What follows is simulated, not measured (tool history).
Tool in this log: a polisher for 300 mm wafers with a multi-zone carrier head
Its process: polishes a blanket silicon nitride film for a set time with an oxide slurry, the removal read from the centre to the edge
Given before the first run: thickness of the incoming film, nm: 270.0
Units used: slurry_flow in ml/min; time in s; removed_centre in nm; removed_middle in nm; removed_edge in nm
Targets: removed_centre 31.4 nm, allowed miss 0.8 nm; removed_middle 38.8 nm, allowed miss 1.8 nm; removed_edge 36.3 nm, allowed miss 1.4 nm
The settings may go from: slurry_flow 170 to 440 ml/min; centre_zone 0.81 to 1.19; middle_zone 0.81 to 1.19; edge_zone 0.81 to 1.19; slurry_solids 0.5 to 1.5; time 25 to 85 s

| run | hour | slurry_flow | centre_zone | middle_zone | edge_zone | slurry_solids | time | removed_centre | removed_middle | removed_edge |
|---|---|---|---|---|---|---|---|---|---|---|
| 1 | 0 | 280 | 1 | 1 | 1 | 1 | 55 | 40.039 | 38.814 | 43.448 |
| 2 | 1.3 | 280 | 0.95 | 1 | 1 | 1 | 55 | 37.993 | 38.901 | 42.543 |
| 3 | 4 | 280 | 0.95 | 1 | 1 | 0.9 | 55 | 35.895 | 36.056 | 41.092 |
| 4 | 11 | 280 | 0.95 | 1 | 1.08 | 0.9 | 55 | 35.693 | 37.146 | 42.32 |
| 5 | 16.6 | 280 | 0.94 | 1.03 | 1.05 | 0.9 | 55 | 36.218 | 38.681 | 42.011 |
| 6 | 18.6 | 280 | 0.94 | 1.03 | 1.05 | 0.9 | 67 | 43.452 | 46.458 | 51.598 |
|  | 19.4 | edge zone pressure recalibrated |
| 7 | 19.4 | 285 | 0.93 | 1.05 | 1.02 | 0.85 | 66 | 41.509 | 46.18 | 45.898 |
| 8 | 25 | 280 | 0.91 | 1.05 | 1.01 | 0.8 | 66 | 39.114 | 44.732 | 43.812 |
| 9 | 26 | 270 | 0.89 | 1.04 | 1 | 0.8 | 66 | 38.631 | 43.248 | 43.678 |
| 10 | 28.8 | 270 | 0.88 | 1.04 | 1 | 0.75 | 66 | 36.692 | 42.039 | 42.018 |
| 11 | 32.2 | 265 | 0.87 | 1.04 | 0.99 | 0.75 | 66 | 36.558 | 41.833 | 42.234 |
| 12 | 34.5 | 260 | 0.86 | 1.04 | 0.98 | 0.7 | 66 | 34.362 | 40.063 | 40.18 |
| 13 | 38.8 | 255 | 0.85 | 1.04 | 0.97 | 0.7 | 66 | 33.474 | 40.699 | 39.896 |
| 14 | 46.4 | 255 | 0.85 | 1.04 | 0.97 | 0.7 | 66 | 34.402 | 39.578 | 39.761 |
| 15 | 51.8 | 230 | 0.81 | 1.07 | 0.87 | 0.6 | 66 | 29.858 | 36.667 | 34.071 |
| 16 | 55.6 | 240 | 0.81 | 1.07 | 0.88 | 0.6 | 66 | 29.74 | 36.339 | 33.795 |
| 17 | 57.3 | 240 | 0.81 | 1.07 | 0.89 | 0.6 | 66 | 29.48 | 36.316 | 33.721 |
| 18 | 65.6 | 240 | 0.82 | 1.07 | 0.9 | 0.6 | 66 | 29.928 | 36.078 | 34.911 |

Consider the 4 candidate settings below. Which is the only one whose results all fall within their allowed miss of target?
| A | 73.9 | 225 | 0.86 | 1.12 | 0.98 | 0.6 | 67 | ? | ? | ? |
| B | 73.9 | 275 | 0.81 | 1.14 | 0.81 | 0.9 | 52 | ? | ? | ? |
| C | 73.9 | 325 | 0.82 | 1.19 | 0.81 | 0.8 | 56 | ? | ? | ? |
| D | 73.9 | 175 | 0.95 | 1 | 0.91 | 0.5 | 75 | ? | ? | ? |

| move | removed_centre | removed_middle | removed_edge |
|---|---|---|---|
| A | 30.858 | 38.662 | 35.738 |
| B | 29.557 | 39.428 | 32.667 |
| C | 30.842 | 42.162 | 33.501 |
| D | 31.668 | 33.308 | 33.191 |
A: in spec on every target
B: its largest miss is bigger than the last run's
C: the furthest-off result lands on target, but another misses its tolerance
D: the furthest-off result lands on target, but another misses its tolerance
Answer: A

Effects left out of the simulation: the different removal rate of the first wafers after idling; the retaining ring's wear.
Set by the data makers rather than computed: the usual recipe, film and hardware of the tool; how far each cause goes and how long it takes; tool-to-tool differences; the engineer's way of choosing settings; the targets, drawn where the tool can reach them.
